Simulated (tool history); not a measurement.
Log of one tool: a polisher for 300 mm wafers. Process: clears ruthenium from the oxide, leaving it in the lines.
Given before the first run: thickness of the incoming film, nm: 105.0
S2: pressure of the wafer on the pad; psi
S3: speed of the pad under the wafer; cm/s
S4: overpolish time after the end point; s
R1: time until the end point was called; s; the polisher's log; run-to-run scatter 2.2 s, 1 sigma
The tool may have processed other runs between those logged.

run 1 hour=0.0 | flow_of_slurry_(ml/min)=185 S2=1.9 S3=120 S4=45 | R1=81.950
run 2 hour=6.7 | flow_of_slurry_(ml/min)=185 S2=1.8 S3=114 S4=45 | R1=90.422
run 3 hour=11.3 | flow_of_slurry_(ml/min)=185 S2=1.4 S3=114 S4=45 | R1=115.650
run 4 hour=18.2 | flow_of_slurry_(ml/min)=185 S2=1.3 S3=110 S4=45 | R1=128.480
run 5 hour=24.1 | flow_of_slurry_(ml/min)=185 S2=1.3 S3=124 S4=45 | R1=113.810
run 6 hour=32.1 | flow_of_slurry_(ml/min)=185 S2=1.2 S3=118 S4=45 | R1=128.380
run 7 hour=36.4 | flow_of_slurry_(ml/min)=185 S2=1.2 S3=114 S4=45 | R1=133.890
run 8 hour=37.1 | flow_of_slurry_(ml/min)=185 S2=1.2 S3=110 S4=45 | R1=137.630
run 9 hour=39.7 | flow_of_slurry_(ml/min)=170 S2=0.9 S3=76 S4=45 | R1=256.950
run 10 hour=43.4 | flow_of_slurry_(ml/min)=180 S2=0.9 S3=76 S4=45 | R1=267.100
run 11 hour=49.3 | flow_of_slurry_(ml/min)=180 S2=1.0 S3=76 S4=45 | R1=238.740

Run 12 comes next. What will it give?
run 12 hour=57.6 | flow_of_slurry_(ml/min)=185 S2=1.0 S3=76 S4=45 | R1=?

Run 12 produced R1 235.910 s.
